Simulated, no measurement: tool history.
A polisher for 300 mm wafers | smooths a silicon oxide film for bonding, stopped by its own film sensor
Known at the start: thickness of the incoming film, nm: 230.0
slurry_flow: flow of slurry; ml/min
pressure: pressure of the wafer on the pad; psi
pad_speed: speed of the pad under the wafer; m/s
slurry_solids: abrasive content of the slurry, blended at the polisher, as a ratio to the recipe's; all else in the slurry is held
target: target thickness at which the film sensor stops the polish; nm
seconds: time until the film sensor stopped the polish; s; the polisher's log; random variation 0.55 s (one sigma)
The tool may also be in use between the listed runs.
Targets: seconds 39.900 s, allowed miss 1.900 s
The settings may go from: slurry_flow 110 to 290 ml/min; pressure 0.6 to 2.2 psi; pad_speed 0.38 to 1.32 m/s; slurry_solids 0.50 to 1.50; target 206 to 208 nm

run 1 hour=0.0 | slurry_flow=185 pressure=1.4 pad_speed=0.84 slurry_solids=1.00 target=206 | seconds=60.791
run 2 hour=5.4 | slurry_flow=185 pressure=1.4 pad_speed=1.04 slurry_solids=1.00 target=206 | seconds=55.578
run 3 hour=11.7 | slurry_flow=185 pressure=1.5 pad_speed=1.06 slurry_solids=1.00 target=206 | seconds=52.315
run 4 hour=14.1 | slurry_flow=165 pressure=1.5 pad_speed=1.06 slurry_solids=1.00 target=206 | seconds=52.712
run 5 hour=14.7 | slurry_flow=165 pressure=1.5 pad_speed=1.06 slurry_solids=1.00 target=206 | seconds=53.607
run 6 hour=16.1 | slurry_flow=165 pressure=1.2 pad_speed=1.06 slurry_solids=1.00 target=206 | seconds=62.843
run 7 hour=18.7 | slurry_flow=165 pressure=1.2 pad_speed=1.06 slurry_solids=1.00 target=206 | seconds=64.727
run 8 hour=22.6 | slurry_flow=175 pressure=1.4 pad_speed=1.08 slurry_solids=1.00 target=206 | seconds=55.500
run 9 hour=25.8 | slurry_flow=180 pressure=1.6 pad_speed=1.10 slurry_solids=1.00 target=206 | seconds=50.200
-- hour=31.2 slurry nozzle cleaned
run 10 hour=31.2 | slurry_flow=180 pressure=2.0 pad_speed=1.14 slurry_solids=1.00 target=206 | seconds=36.872

Which of these 4 next moves meets every target?
run A hour=36.6 | slurry_flow=170 pressure=2.1 pad_speed=1.12 slurry_solids=1.05 target=206 | seconds=?
run B hour=36.6 | slurry_flow=265 pressure=2.0 pad_speed=1.20 slurry_solids=0.95 target=207 | seconds=?
run C hour=36.6 | slurry_flow=190 pressure=1.8 pad_speed=1.06 slurry_solids=1.20 target=208 | seconds=?
run D hour=36.6 | slurry_flow=120 pressure=1.9 pad_speed=0.92 slurry_solids=1.10 target=208 | seconds=?

move=A seconds=35.369
move=B seconds=33.695
move=C seconds=35.594
move=D seconds=40.886
A: further off than the last run
B: further off than the last run
C: further off than the last run
D: meets every target
The right move is D.

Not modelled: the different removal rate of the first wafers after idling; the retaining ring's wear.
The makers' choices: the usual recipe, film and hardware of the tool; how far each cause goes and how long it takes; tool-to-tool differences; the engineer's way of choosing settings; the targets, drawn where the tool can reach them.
